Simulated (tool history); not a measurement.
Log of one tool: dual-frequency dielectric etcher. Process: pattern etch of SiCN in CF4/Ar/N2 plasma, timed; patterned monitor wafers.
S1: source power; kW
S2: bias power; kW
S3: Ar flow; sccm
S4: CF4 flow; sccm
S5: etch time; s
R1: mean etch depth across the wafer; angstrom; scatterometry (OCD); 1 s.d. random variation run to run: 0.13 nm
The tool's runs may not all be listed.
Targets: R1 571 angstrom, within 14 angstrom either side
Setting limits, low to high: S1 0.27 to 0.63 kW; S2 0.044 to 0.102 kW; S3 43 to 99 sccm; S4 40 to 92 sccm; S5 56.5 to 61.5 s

| run | hour | S1 | S2 | S3 | S4 | S5 | R1 |
|---|---|---|---|---|---|---|---|
| 1 | 0 | 0.45 | 0.073 | 71 | 66 | 61.5 | 504.29 |
| 2 | 4.4 | 0.41 | 0.073 | 71 | 66 | 61.5 | 460.28 |
| 3 | 8.9 | 0.43 | 0.073 | 71 | 66 | 61.5 | 480.68 |
| 4 | 14.3 | 0.45 | 0.073 | 71 | 66 | 61.5 | 504.08 |
| 5 | 17.2 | 0.45 | 0.073 | 71 | 66 | 56.5 | 464.3 |
| 6 | 25 | 0.45 | 0.073 | 71 | 72 | 56.5 | 474.08 |
| 7 | 28.6 | 0.47 | 0.073 | 71 | 72 | 56.5 | 492.86 |
| 8 | 31.1 | 0.49 | 0.073 | 71 | 72 | 56.5 | 513.73 |
| 9 | 36.2 | 0.49 | 0.073 | 71 | 72 | 56.5 | 514.46 |
| 10 | 43.6 | 0.5 | 0.073 | 71 | 72 | 56.5 | 523.04 |
| 11 | 51 | 0.51 | 0.073 | 71 | 72 | 56.5 | 532.44 |
| 12 | 57.3 | 0.52 | 0.073 | 71 | 72 | 56.5 | 544.04 |

Pick the move, out of 4, that brings all results within their allowed miss; only one does.
| A | 63.6 | 0.47 | 0.072 | 75 | 77 | 58 | ? |
| B | 63.6 | 0.51 | 0.074 | 67 | 74 | 56.5 | ? |
| C | 63.6 | 0.49 | 0.06 | 70 | 76 | 60 | ? |
| D | 63.6 | 0.53 | 0.079 | 72 | 71 | 57.5 | ? |

| move | R1 |
|---|---|
| A | 507.26 |
| B | 542.74 |
| C | 535.51 |
| D | 568.81 |
A: moves away from the targets compared with the last run
B: about the same distance from the targets as the last run
C: moves away from the targets compared with the last run
D: in spec on every target
So the answer is move D, the one that meets all the targets.
